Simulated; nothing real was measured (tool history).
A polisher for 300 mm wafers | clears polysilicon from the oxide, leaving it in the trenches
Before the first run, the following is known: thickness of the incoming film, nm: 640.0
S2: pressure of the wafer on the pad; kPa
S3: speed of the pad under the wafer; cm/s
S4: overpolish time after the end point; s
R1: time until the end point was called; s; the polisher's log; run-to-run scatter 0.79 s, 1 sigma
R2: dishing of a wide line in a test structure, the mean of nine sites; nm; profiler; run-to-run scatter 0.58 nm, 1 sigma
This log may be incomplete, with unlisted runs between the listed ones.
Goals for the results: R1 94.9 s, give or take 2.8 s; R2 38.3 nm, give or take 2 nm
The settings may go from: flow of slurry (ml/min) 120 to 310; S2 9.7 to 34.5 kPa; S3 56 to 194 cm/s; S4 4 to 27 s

Run 1, hour 0: flow of slurry (ml/min) 200, S2 22.1 kPa, S3 124 cm/s, S4 14 s. Result: R1 38.404 s, R2 39.631 nm.
Run 2, hour 7.6: flow of slurry (ml/min) 200, S2 22.1 kPa, S3 104 cm/s, S4 14 s. Result: R1 44.589 s, R2 40.401 nm.
Run 3, hour 10: flow of slurry (ml/min) 200, S2 22.1 kPa, S3 104 cm/s, S4 11 s. Result: R1 44.998 s, R2 39.933 nm.
Run 4, hour 17.2: flow of slurry (ml/min) 190, S2 18.6 kPa, S3 98 cm/s, S4 9 s. Result: R1 56.547 s, R2 37.289 nm.
Run 5, hour 19.6: flow of slurry (ml/min) 190, S2 18.6 kPa, S3 98 cm/s, S4 12 s. Result: R1 55.214 s, R2 39.277 nm.
Run 6, hour 25.2: flow of slurry (ml/min) 185, S2 15.9 kPa, S3 92 cm/s, S4 12 s. Result: R1 69.516 s, R2 37.699 nm.
Run 7, hour 32.2: flow of slurry (ml/min) 185, S2 14.5 kPa, S3 92 cm/s, S4 14 s. Result: R1 75.259 s, R2 39.146 nm.
Run 8, hour 32.9: flow of slurry (ml/min) 180, S2 13.1 kPa, S3 92 cm/s, S4 14 s. Result: R1 83.497 s, R2 38.275 nm.
Run 9, hour 33.9: flow of slurry (ml/min) 175, S2 12.4 kPa, S3 92 cm/s, S4 14 s. Result: R1 88.016 s, R2 37.012 nm.
Run 10, hour 41.8: flow of slurry (ml/min) 175, S2 12.4 kPa, S3 92 cm/s, S4 15 s. Result: R1 88.147 s, R2 36.641 nm.

Exercise: of the 4 proposed moves below, exactly one satisfies all targets within the stated allowed misses. Which move is it?
Run A, hour 49.7: flow of slurry (ml/min) 210, S2 12.4 kPa, S3 82 cm/s, S4 16 s. Result: R1 ?, R2 ?.
Run B, hour 49.7: flow of slurry (ml/min) 165, S2 12.4 kPa, S3 102 cm/s, S4 11 s. Result: R1 ?, R2 ?.
Run C, hour 49.7: flow of slurry (ml/min) 120, S2 11 kPa, S3 124 cm/s, S4 9 s. Result: R1 ?, R2 ?.
Run D, hour 49.7: flow of slurry (ml/min) 200, S2 17.2 kPa, S3 68 cm/s, S4 14 s. Result: R1 ?, R2 ?.

move      R1      R2
   A  95.108  37.987
   B    81.8  36.135
   C  82.416  33.881
   D  81.867  38.098
A: hits every target within its allowed miss
B: lands further from the targets than the last run did
C: lands further from the targets than the last run did
D: lands further from the targets than the last run did
The move that meets every target is A.
